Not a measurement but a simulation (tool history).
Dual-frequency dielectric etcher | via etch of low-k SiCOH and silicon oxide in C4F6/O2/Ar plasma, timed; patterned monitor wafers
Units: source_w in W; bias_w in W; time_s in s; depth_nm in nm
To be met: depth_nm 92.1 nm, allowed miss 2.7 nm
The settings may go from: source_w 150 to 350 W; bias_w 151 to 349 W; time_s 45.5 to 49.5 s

run	hour	source_w	bias_w	time_s	depth_nm
1	0	250	250	49.5	111.16
2	6.8	290	250	49.5	118.69
3	15.6	270	250	49.5	117.06
4	18.3	250	250	49.5	112.92
5	20.3	240	243	49	107.36
6	22.4	240	226	49	105.92
7	28.9	240	226	49	105.03
8	29.7	230	224	49	103.18
9	35.2	220	222	49	100.43
10	41.4	220	221	49	99.963
11	43.3	220	220	49	100.85
12	51.2	180	197	48	85.324

Which of these 4 next moves meets every target?
A	59.1	170	182	46.5	?
B	59.1	190	194	45.5	?
C	59.1	170	196	46.5	?
D	59.1	200	207	48.5	?

move	depth_nm
A	77.012
B	81.46
C	80.038
D	91.594
A: further off than the last run
B: further off than the last run
C: further off than the last run
D: meets every target
Move D is the one to make.
